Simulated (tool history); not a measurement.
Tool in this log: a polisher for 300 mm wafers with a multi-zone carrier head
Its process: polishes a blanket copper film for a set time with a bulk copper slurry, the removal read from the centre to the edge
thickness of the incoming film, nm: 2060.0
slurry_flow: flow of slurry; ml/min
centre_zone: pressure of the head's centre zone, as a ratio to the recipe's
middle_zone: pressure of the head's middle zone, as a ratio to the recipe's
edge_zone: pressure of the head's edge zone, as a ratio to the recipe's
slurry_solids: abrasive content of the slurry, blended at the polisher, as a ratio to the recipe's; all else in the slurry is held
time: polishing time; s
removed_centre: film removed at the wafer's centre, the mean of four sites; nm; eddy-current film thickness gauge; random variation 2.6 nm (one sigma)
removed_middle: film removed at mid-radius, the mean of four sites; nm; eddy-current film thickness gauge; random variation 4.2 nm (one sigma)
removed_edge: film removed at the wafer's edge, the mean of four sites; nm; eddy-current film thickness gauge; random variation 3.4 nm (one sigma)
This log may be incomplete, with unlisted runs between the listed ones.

Run 1, hour 0.0: slurry_flow 285 ml/min, centre_zone 1.00, middle_zone 1.00, edge_zone 1.00, slurry_solids 1.00, time 44 s. Result: removed_centre 369.43 nm, removed_middle 379.01 nm, removed_edge 364.86 nm.
Run 2, hour 5.6: slurry_flow 280 ml/min, centre_zone 0.99, middle_zone 0.99, edge_zone 0.98, slurry_solids 0.95, time 44 s. Result: removed_centre 360.81 nm, removed_middle 367.17 nm, removed_edge 357.62 nm.
Run 3, hour 12.4: slurry_flow 280 ml/min, centre_zone 0.99, middle_zone 0.92, edge_zone 0.98, slurry_solids 0.95, time 44 s. Result: removed_centre 359.65 nm, removed_middle 338.42 nm, removed_edge 356.55 nm.
Run 4, hour 17.9: slurry_flow 280 ml/min, centre_zone 0.99, middle_zone 0.84, edge_zone 0.98, slurry_solids 0.95, time 44 s. Result: removed_centre 364.20 nm, removed_middle 315.03 nm, removed_edge 355.27 nm.
Run 5, hour 21.0: slurry_flow 280 ml/min, centre_zone 0.98, middle_zone 0.86, edge_zone 0.95, slurry_solids 0.90, time 44 s. Result: removed_centre 358.56 nm, removed_middle 321.03 nm, removed_edge 343.66 nm.
Run 6, hour 23.5: slurry_flow 275 ml/min, centre_zone 0.97, middle_zone 0.87, edge_zone 0.94, slurry_solids 0.90, time 44 s. Result: removed_centre 351.24 nm, removed_middle 318.44 nm, removed_edge 348.29 nm.
Run 7, hour 29.2: slurry_flow 280 ml/min, centre_zone 0.97, middle_zone 0.89, edge_zone 0.93, slurry_solids 0.85, time 44 s. Result: removed_centre 350.41 nm, removed_middle 328.49 nm, removed_edge 342.08 nm.
Run 8, hour 32.4: slurry_flow 275 ml/min, centre_zone 0.96, middle_zone 0.90, edge_zone 0.91, slurry_solids 0.80, time 44 s. Result: removed_centre 339.77 nm, removed_middle 325.94 nm, removed_edge 335.94 nm.

Estimate the outcome of run 9 from the log above:
Run 9, hour 41.3: slurry_flow 275 ml/min, centre_zone 0.96, middle_zone 0.91, edge_zone 0.90, slurry_solids 0.80, time 44 s. Result: removed_centre ?, removed_middle ?, removed_edge ?.

removed_centre: 338.42 nm
removed_middle: 323.80 nm
removed_edge: 334.35 nm
